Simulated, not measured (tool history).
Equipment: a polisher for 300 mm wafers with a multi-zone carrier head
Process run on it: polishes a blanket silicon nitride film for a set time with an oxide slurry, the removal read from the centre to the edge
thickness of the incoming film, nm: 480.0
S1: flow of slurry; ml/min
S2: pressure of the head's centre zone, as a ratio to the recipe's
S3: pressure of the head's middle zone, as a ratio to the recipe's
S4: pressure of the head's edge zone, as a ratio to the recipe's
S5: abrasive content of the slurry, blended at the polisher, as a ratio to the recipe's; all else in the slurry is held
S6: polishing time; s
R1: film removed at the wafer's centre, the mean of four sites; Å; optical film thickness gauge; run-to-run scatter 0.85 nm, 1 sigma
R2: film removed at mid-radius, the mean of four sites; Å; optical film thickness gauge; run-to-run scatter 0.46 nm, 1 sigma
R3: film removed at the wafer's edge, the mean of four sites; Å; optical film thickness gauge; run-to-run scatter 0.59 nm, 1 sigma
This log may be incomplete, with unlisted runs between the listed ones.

| run | day | S1 | S2 | S3 | S4 | S5 | S6 | R1 | R2 | R3 |
|---|---|---|---|---|---|---|---|---|---|---|
| 1 | 0.000 | 305 | 1.00 | 1.00 | 1.00 | 1.00 | 46 | 374.43 | 367.88 | 373.13 |
| 2 | 0.196 | 345 | 1.00 | 1.00 | 1.00 | 1.00 | 46 | 384.76 | 370.44 | 371.18 |
| 3 | 0.246 | 350 | 1.03 | 1.02 | 1.01 | 1.10 | 46 | 413.01 | 396.42 | 384.24 |
| 4 | 0.608 | 350 | 1.03 | 1.02 | 1.01 | 1.00 | 46 | 391.87 | 374.57 | 369.68 |
| 5 | 0.846 | 350 | 1.05 | 1.02 | 1.02 | 1.10 | 47 | 425.53 | 405.81 | 394.41 |
| 6 | 1.121 | 350 | 1.07 | 1.02 | 1.03 | 1.20 | 47 | 443.98 | 418.31 | 410.31 |
| 7 | 1.183 | 355 | 1.09 | 1.03 | 1.03 | 1.25 | 48 | 489.99 | 439.61 | 437.87 |
| 8 | 1.304 | 355 | 1.10 | 1.05 | 1.03 | 1.30 | 48 | 493.04 | 450.13 | 447.63 |
| 9 | 1.346 | 365 | 1.11 | 1.07 | 1.02 | 1.35 | 48 | 498.63 | 458.16 | 450.02 |
| 10 | 1.588 | 375 | 1.13 | 1.09 | 1.01 | 1.40 | 48 | 505.90 | 477.41 | 449.86 |

Run 11, settings as shown, results not yet in. Your forecast:
| 11 | 1.712 | 375 | 1.14 | 1.09 | 1.01 | 1.40 | 48 | ? | ? | ? |

R1: 530.14 Å
R2: 482.51 Å
R3: 444.42 Å
